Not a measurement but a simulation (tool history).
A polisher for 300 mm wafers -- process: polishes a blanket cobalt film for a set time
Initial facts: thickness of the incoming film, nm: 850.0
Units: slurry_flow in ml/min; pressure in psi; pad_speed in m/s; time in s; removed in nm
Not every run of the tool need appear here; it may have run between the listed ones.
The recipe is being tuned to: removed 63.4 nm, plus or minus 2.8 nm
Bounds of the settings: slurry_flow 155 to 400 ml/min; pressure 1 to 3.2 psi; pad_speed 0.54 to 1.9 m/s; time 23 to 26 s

Run 1, day 0: slurry_flow 255 ml/min, pressure 2.1 psi, pad_speed 1.22 m/s, time 26 s. Result: removed 173.38 nm.
Run 2, day 0.317: slurry_flow 305 ml/min, pressure 2.1 psi, pad_speed 1.22 m/s, time 26 s. Result: removed 178.81 nm.
Run 3, day 0.521: slurry_flow 305 ml/min, pressure 2 psi, pad_speed 1.16 m/s, time 26 s. Result: removed 165.52 nm.
Run 4, day 0.6: slurry_flow 300 ml/min, pressure 1.9 psi, pad_speed 1.08 m/s, time 26 s. Result: removed 144.21 nm.
Run 5, day 0.858: slurry_flow 300 ml/min, pressure 1.8 psi, pad_speed 1.04 m/s, time 26 s. Result: removed 132.61 nm.
Run 6, day 1.133: slurry_flow 300 ml/min, pressure 1.8 psi, pad_speed 1.04 m/s, time 23 s. Result: removed 117.05 nm.
Run 7, day 1.438: slurry_flow 295 ml/min, pressure 1.7 psi, pad_speed 1.02 m/s, time 23 s. Result: removed 106.16 nm.
Run 8, day 1.517: slurry_flow 290 ml/min, pressure 1.6 psi, pad_speed 1.02 m/s, time 23 s. Result: removed 99.286 nm.

Which single option among these 5 for the next run brings every result within its allowed miss of target? Just one does.
Run A, day 1.596: slurry_flow 300 ml/min, pressure 1 psi, pad_speed 1 m/s, time 23 s. Result: removed ?.
Run B, day 1.596: slurry_flow 260 ml/min, pressure 1.2 psi, pad_speed 0.76 m/s, time 23 s. Result: removed ?.
Run C, day 1.596: slurry_flow 315 ml/min, pressure 1.9 psi, pad_speed 0.94 m/s, time 25 s. Result: removed ?.
Run D, day 1.596: slurry_flow 295 ml/min, pressure 1.2 psi, pad_speed 0.76 m/s, time 23 s. Result: removed ?.
Run E, day 1.596: slurry_flow 295 ml/min, pressure 1.3 psi, pad_speed 0.68 m/s, time 23 s. Result: removed ?.

move  removed
   A   64.172
   B   57.748
   C    121.8
   D   58.502
   E   56.796
A: in spec on every target
B: carries the result that was furthest off beyond its target, to the other side
C: moves away from the targets compared with the last run
D: carries the result that was furthest off beyond its target, to the other side
E: carries the result that was furthest off beyond its target, to the other side
Move A is the one to make.

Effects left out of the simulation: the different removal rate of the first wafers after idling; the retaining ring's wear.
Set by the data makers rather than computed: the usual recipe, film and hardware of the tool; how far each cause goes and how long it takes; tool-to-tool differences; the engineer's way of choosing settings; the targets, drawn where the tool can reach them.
